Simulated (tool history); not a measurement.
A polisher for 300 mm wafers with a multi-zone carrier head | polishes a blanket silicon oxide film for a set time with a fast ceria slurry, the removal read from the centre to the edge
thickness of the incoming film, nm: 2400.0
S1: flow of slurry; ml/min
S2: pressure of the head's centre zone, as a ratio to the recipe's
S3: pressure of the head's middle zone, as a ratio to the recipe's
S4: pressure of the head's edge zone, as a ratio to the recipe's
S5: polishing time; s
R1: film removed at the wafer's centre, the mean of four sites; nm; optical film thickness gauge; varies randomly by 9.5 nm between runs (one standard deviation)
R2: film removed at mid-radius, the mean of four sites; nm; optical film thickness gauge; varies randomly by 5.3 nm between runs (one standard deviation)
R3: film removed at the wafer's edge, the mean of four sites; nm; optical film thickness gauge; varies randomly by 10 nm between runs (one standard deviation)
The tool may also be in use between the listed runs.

Run 1, day 0.000: S1 280 ml/min, S2 1.00, S3 1.00, S4 1.00, S5 60 s. Result: R1 924.90 nm, R2 929.56 nm, R3 899.03 nm.
Run 2, day 0.312: S1 280 ml/min, S2 1.00, S3 1.03, S4 1.00, S5 60 s. Result: R1 914.31 nm, R2 969.23 nm, R3 891.03 nm.
Run 3, day 0.496: S1 280 ml/min, S2 0.91, S3 1.03, S4 1.00, S5 60 s. Result: R1 820.41 nm, R2 955.86 nm, R3 889.29 nm.
Run 4, day 0.846: S1 280 ml/min, S2 0.91, S3 1.03, S4 1.07, S5 60 s. Result: R1 837.17 nm, R2 950.10 nm, R3 933.66 nm.
Run 5, day 1.117: S1 280 ml/min, S2 0.86, S3 1.03, S4 1.07, S5 60 s. Result: R1 792.89 nm, R2 963.08 nm, R3 920.36 nm.
Run 6, day 1.354: S1 280 ml/min, S2 0.86, S3 1.12, S4 1.07, S5 60 s. Result: R1 776.81 nm, R2 1022.00 nm, R3 908.74 nm.
Run 7, day 1.625: S1 270 ml/min, S2 0.96, S3 1.02, S4 0.97, S5 48 s. Result: R1 716.18 nm, R2 758.60 nm, R3 679.07 nm.
Run 8, day 1.812: S1 275 ml/min, S2 0.97, S3 1.01, S4 0.98, S5 48 s. Result: R1 722.97 nm, R2 750.86 nm, R3 698.38 nm.
Run 9, day 1.983: S1 280 ml/min, S2 0.98, S3 1.01, S4 0.98, S5 48 s. Result: R1 723.79 nm, R2 753.70 nm, R3 710.87 nm.
Run 10, day 2.092: S1 280 ml/min, S2 0.99, S3 1.01, S4 0.98, S5 48 s. Result: R1 752.45 nm, R2 757.55 nm, R3 721.37 nm.
Run 11, day 2.117: S1 280 ml/min, S2 0.99, S3 1.01, S4 0.98, S5 48 s. Result: R1 722.25 nm, R2 753.51 nm, R3 691.42 nm.

Run 12 has not been measured yet. What should we expect?
Run 12, day 2.171: S1 275 ml/min, S2 1.00, S3 1.00, S4 0.99, S5 48 s. Result: R1 ?, R2 ?, R3 ?.

Run 12 measured R1 742.89 nm, R2 748.10 nm, R3 726.98 nm.

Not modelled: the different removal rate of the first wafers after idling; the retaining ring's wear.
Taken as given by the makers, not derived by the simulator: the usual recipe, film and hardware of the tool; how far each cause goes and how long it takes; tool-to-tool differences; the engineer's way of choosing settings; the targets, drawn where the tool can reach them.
